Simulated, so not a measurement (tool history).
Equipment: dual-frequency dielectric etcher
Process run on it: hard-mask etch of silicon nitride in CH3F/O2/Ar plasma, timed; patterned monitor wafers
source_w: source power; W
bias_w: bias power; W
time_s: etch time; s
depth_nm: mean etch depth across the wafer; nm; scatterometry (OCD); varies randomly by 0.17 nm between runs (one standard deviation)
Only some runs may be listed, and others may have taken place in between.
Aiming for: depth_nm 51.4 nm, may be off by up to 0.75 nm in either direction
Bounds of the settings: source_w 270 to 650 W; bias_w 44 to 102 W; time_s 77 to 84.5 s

run  hour  source_w  bias_w  time_s  depth_nm
  1     0       460      73    84.5    61.683
  2   3.8       420      71    84.5     57.64
  3   4.8       420      81    84.5     60.61
  4  13.6       390      81    84.5    57.792
  5  19.1       370      81    84.5    56.319
  6  22.6       360      81    84.5    55.452
  7  24.4       350      81    84.5    54.067
  8  26.2       340      81    84.5    53.126
  9  27.6       300      80    84.5    48.334
 10  31.4       310      80    84.5    49.978

4 next moves are on the table. One of them brings every result within its allowed miss. Which?
  A  35.2       340      90    78.5         ?
  B  35.2       340      71      83         ?
  C  35.2       350      80    82.5         ?
  D  35.2       280      96      83         ?

move  depth_nm
   A    51.485
   B     49.67
   C    52.685
   D    48.546
A: in spec on every target
B: the biggest miss grows against the last run
C: pushes the last run's worst result past its target
D: the biggest miss grows against the last run
The move that meets every target is A.

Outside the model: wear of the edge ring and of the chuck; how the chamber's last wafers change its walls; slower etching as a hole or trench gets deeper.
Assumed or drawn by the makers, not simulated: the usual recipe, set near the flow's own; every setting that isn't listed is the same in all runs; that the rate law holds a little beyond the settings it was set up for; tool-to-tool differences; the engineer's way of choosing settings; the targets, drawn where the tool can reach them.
